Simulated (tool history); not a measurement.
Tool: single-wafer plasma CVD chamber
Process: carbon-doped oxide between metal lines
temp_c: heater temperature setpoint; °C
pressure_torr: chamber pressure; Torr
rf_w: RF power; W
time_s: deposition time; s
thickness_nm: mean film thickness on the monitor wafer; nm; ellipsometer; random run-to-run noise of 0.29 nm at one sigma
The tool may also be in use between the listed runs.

run  hour  temp_c  pressure_torr  rf_w  time_s  thickness_nm
  1   0.0     375           6.05   540    24.9        123.12
  2   7.4     375           6.05   540    24.9        123.00
  3   8.8     372           6.41   550    24.9        126.63
  4  10.7     369           6.67   555    24.9        128.45
  5  13.9     367           6.92   560    24.9        130.93
  6  14.5     367           7.34   560    24.9        130.87

Run 7 has not been measured yet. What should we expect?
  7  23.1     365           7.43   560    24.9             ?

thickness_nm: 131.56 nm
